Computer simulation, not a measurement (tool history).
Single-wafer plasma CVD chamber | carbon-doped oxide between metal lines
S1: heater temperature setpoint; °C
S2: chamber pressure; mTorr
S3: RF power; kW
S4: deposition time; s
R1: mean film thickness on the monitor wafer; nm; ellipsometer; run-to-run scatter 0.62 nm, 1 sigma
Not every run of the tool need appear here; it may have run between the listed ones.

run 1 hour=0 | S1=370 S2=6200 S3=0.415 S4=31.8 | R1=148.75
run 2 hour=8.2 | S1=371 S2=6130 S3=0.4 S4=31.8 | R1=145.79
run 3 hour=12.1 | S1=371 S2=6130 S3=0.4 S4=32.8 | R1=149.08
run 4 hour=18.2 | S1=371 S2=6100 S3=0.385 S4=32.7 | R1=144.94
run 5 hour=25.3 | S1=371 S2=6080 S3=0.37 S4=32.6 | R1=139.97
run 6 hour=33.8 | S1=371 S2=6060 S3=0.36 S4=32.5 | R1=136.6
run 7 hour=34.8 | S1=371 S2=6040 S3=0.355 S4=32.5 | R1=134.41
run 8 hour=42.2 | S1=371 S2=6020 S3=0.35 S4=32.5 | R1=134.24

Run 9 is up next; what results do you expect?
run 9 hour=48.9 | S1=371 S2=6000 S3=0.345 S4=32.5 | R1=?

Run 9 yielded R1 133.17 nm.

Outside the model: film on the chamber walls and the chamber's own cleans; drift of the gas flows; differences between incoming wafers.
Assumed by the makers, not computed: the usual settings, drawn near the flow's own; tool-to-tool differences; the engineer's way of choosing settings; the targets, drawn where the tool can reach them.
